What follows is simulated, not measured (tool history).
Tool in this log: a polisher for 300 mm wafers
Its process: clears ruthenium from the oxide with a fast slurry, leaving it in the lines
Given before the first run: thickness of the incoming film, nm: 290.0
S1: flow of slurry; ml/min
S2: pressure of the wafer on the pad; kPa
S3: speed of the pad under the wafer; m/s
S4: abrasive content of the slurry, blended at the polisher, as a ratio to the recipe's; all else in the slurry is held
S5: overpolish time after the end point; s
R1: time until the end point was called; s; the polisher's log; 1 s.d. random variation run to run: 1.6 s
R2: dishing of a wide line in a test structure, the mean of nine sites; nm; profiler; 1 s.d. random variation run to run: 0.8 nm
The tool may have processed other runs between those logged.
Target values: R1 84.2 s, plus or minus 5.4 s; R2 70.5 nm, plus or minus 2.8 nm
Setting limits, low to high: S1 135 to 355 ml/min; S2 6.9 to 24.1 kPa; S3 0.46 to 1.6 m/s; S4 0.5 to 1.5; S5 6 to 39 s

run,day,S1,S2,S3,S4,S5,R1,R2
1,0,225,15.2,1.02,1,20,102.12,42.936
2,0.054,180,15.2,1.02,1,20,102.53,42.798
3,0.179,180,15.9,1.02,1,23,104.74,49.085
4,0.288,180,17.2,1.02,1,24,96.582,53.638
5,0.492,180,17.9,1.02,1,25,86.856,56.767
6,0.821,180,14.5,1.02,1,25,109.41,48.453
7,0.983,180,15.9,1.02,1,26,99.157,54.504
8,1.079,175,16.5,1.02,1,27,98.736,57.415
9,1.379,175,17.2,1.02,1,28,93.574,59.744
10,1.621,175,17.9,1.02,1,29,90.983,62.425
11,1.954,175,18.6,1.02,1,30,84.216,65.664
12,2.233,170,18.6,1.02,1,31,89.632,67.341

Exercise: of the 5 proposed moves below, exactly one satisfies all targets within the stated allowed misses. Which move is it?
A,2.512,155,15.9,1.24,1.1,28,?,?
B,2.512,190,13.8,1.26,1.15,30,?,?
C,2.512,220,19.3,0.82,1.15,32,?,?
D,2.512,150,17.2,1.14,1,33,?,?
E,2.512,140,23.4,0.8,1,31,?,?

move,R1,R2
A,78.132,65.499
B,84.259,65.225
C,90.783,64.802
D,82.446,70.203
E,86.734,65.387
A: the biggest miss grows against the last run
B: the biggest miss grows against the last run
C: the biggest miss grows against the last run
D: in spec on every target
E: the biggest miss grows against the last run
Answer: D

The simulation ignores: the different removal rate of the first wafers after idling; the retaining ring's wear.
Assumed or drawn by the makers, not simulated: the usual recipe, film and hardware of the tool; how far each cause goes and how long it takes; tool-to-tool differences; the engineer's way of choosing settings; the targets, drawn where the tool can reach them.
